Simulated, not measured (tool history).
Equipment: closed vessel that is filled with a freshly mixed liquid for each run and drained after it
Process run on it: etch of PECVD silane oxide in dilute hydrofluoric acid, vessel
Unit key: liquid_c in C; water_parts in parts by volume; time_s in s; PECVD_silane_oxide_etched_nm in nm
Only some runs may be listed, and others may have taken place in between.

run  hour  liquid_c  water_parts  time_s  PECVD_silane_oxide_etched_nm
  1     0        24          260     230                        32.456
  2   4.5      25.5          260     230                        34.417
  3   7.3      25.5          260     250                        37.566
  4   8.6      25.5          230     250                        43.286
  5  16.4      25.5          230     250                        43.576
  6  21.3      27.5          230     250                        46.419
     26.4  -- hydrofluoric acid flow meter replaced
  7  26.4      24.5          265     250                        37.349

Run 8 has not been measured yet. What should we expect?
  8  27.2      22.5          300     250                             ?

PECVD_silane_oxide_etched_nm: 29.91 nm
